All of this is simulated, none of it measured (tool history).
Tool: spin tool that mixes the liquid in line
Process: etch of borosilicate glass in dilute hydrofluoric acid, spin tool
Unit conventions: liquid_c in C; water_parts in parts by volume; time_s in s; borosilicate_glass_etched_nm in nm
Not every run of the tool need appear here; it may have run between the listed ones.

{"run": 1, "day": 0.0, "liquid_c": 21.0, "water_parts": 170, "time_s": 240, "borosilicate_glass_etched_nm": 37.623}
{"run": 2, "day": 0.35, "liquid_c": 21.0, "water_parts": 170, "time_s": 255, "borosilicate_glass_etched_nm": 40.002}
{"run": 3, "day": 0.504, "liquid_c": 20.0, "water_parts": 180, "time_s": 255, "borosilicate_glass_etched_nm": 36.192}
{"run": 4, "day": 0.583, "liquid_c": 19.5, "water_parts": 190, "time_s": 255, "borosilicate_glass_etched_nm": 32.989}
{"run": 5, "day": 0.762, "liquid_c": 19.5, "water_parts": 140, "time_s": 255, "borosilicate_glass_etched_nm": 46.716}
{"run": 6, "day": 0.792, "liquid_c": 17.0, "water_parts": 140, "time_s": 255, "borosilicate_glass_etched_nm": 42.465}

What does the tool deliver on the next run?
{"day": 0.933, "done": "thermometer replaced"}
{"run": 7, "day": 0.933, "liquid_c": 17.0, "water_parts": 160, "time_s": 255, "borosilicate_glass_etched_nm": "?"}

Run 7 produced borosilicate_glass_etched_nm 40.480 nm.
